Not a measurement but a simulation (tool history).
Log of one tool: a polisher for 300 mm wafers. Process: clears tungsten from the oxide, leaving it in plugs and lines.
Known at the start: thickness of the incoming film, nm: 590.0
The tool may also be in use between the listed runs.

| run | hour | flow of slurry (ml/min) | pressure of the wafer on the pad (psi) | speed of the pad under the wafer (cm/s) | abrasive content of the slurry | overpolish time after the end point (s) | time until the end point was called (s) |
|---|---|---|---|---|---|---|---|
| 1 | 0 | 255 | 4.9 | 84 | 1 | 3 | 111.12 |
| 2 | 3.8 | 255 | 5.3 | 86 | 1 | 3 | 98.635 |
| 3 | 6.5 | 255 | 5.6 | 86 | 1 | 3 | 94.484 |
| 4 | 7.2 | 255 | 5.6 | 78 | 1 | 3 | 106.15 |
| 5 | 10.1 | 255 | 4.8 | 78 | 1 | 3 | 120.45 |
| 6 | 12.2 | 255 | 5.6 | 78 | 1 | 3 | 107.16 |

The next listed run, before its measurement:
| 7 | 18.5 | 255 | 5.6 | 78 | 1 | 3 | ? |

time until the end point was called (s): 106.47

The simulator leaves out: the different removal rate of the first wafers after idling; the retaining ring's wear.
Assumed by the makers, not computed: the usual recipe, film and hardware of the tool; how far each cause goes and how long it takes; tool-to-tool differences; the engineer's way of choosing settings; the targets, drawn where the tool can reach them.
